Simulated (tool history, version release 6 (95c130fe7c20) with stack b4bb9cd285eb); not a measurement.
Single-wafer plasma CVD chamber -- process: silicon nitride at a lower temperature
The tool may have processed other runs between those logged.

| run | hour | heater temperature setpoint (K) | chamber pressure (Torr) | RF power (W) | deposition time (s) | mean film thickness on the monitor wafer (Å) |
|---|---|---|---|---|---|---|
| 1 | 0 | 623.15 | 1.84 | 355 | 14.5 | 191.79 |
| 2 | 6.8 | 623.15 | 1.76 | 350 | 14.5 | 189.01 |
| 3 | 15.6 | 623.15 | 1.98 | 350 | 14.5 | 195.12 |
| 4 | 16.1 | 623.15 | 1.88 | 345 | 14.5 | 191 |
| 5 | 22.8 | 623.15 | 1.79 | 340 | 14.5 | 187.01 |
| 6 | 29.2 | 615.15 | 1.79 | 340 | 14.5 | 186.53 |
| 7 | 31.1 | 615.15 | 1.72 | 335 | 14.5 | 183.48 |

What will run 8 give?
| 8 | 36.1 | 615.15 | 1.72 | 335 | 14.5 | ? |

mean film thickness on the monitor wafer (Å): 184.81
